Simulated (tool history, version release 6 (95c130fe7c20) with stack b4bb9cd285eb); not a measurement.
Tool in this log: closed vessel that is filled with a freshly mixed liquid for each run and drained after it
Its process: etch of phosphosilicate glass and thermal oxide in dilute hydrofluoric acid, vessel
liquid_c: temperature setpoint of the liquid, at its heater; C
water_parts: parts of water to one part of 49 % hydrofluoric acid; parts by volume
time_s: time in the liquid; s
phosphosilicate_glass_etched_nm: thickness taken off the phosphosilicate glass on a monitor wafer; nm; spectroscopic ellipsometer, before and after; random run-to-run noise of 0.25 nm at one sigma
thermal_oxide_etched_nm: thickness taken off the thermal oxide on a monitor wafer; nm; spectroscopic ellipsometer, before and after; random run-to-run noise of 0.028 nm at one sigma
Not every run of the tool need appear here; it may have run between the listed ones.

run	hour	liquid_c	water_parts	time_s	phosphosilicate_glass_etched_nm	thermal_oxide_etched_nm
1	0	22	195	130	47.791	2.6023
2	4.7	23	195	130	49.607	2.7252
3	7.6	23.5	195	130	50.285	2.7385
4	15.4	24	195	130	51.636	2.7737
5	23.2	24	195	95	37.484	2.0519
6	28.7	24	155	95	49.458	2.6645
7	30.9	25	155	95	51.355	2.76

What will run 8 give?
8	33.3	25.5	155	95	?	?

{"run 8": {"phosphosilicate_glass_etched_nm": 51.997, "thermal_oxide_etched_nm": 2.7874}}

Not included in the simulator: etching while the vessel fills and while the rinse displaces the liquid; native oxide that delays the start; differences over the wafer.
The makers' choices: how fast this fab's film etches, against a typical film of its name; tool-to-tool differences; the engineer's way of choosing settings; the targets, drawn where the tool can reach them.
